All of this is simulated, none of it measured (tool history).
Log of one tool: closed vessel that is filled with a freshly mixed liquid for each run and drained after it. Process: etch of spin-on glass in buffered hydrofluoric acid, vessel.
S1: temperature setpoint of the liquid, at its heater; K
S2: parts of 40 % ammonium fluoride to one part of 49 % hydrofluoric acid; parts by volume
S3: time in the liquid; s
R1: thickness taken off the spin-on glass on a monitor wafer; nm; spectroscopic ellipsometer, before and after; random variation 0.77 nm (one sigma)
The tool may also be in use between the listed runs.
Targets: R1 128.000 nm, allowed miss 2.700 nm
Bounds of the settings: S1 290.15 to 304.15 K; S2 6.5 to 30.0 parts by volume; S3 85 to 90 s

| run | hour | S1 | S2 | S3 | R1 |
|---|---|---|---|---|---|
| 1 | 0.0 | 296.15 | 18.5 | 85 | 97.636 |
| 2 | 2.5 | 299.15 | 18.5 | 85 | 115.620 |
| 3 | 11.3 | 299.65 | 18.5 | 85 | 118.180 |
| 4 | 15.4 | 300.15 | 18.5 | 85 | 120.820 |
| 5 | 19.8 | 300.65 | 18.5 | 85 | 123.910 |
| 6 | 22.8 | 300.65 | 23.5 | 85 | 105.380 |
|  | 24.6 | hydrofluoric acid flow meter replaced |
| 7 | 24.6 | 301.15 | 23.5 | 85 | 112.830 |
| 8 | 26.2 | 301.65 | 23.5 | 85 | 115.860 |
| 9 | 30.8 | 302.15 | 23.5 | 85 | 119.370 |
| 10 | 36.8 | 302.65 | 23.5 | 85 | 123.890 |

5 next moves are on the table. One of them brings every result within its allowed miss. Which?
| A | 42.8 | 302.15 | 22.0 | 90 | ? |
| B | 42.8 | 303.15 | 24.0 | 90 | ? |
| C | 42.8 | 302.65 | 24.5 | 90 | ? |
| D | 42.8 | 303.15 | 24.5 | 85 | ? |
| E | 42.8 | 304.15 | 28.0 | 85 | ? |

| move | R1 |
|---|---|
| A | 133.050 |
| B | 132.200 |
| C | 126.940 |
| D | 123.110 |
| E | 118.510 |
A: takes the result that was furthest off past its target
B: takes the result that was furthest off past its target
C: meets every target
D: further off than the last run
E: further off than the last run
Answer: C

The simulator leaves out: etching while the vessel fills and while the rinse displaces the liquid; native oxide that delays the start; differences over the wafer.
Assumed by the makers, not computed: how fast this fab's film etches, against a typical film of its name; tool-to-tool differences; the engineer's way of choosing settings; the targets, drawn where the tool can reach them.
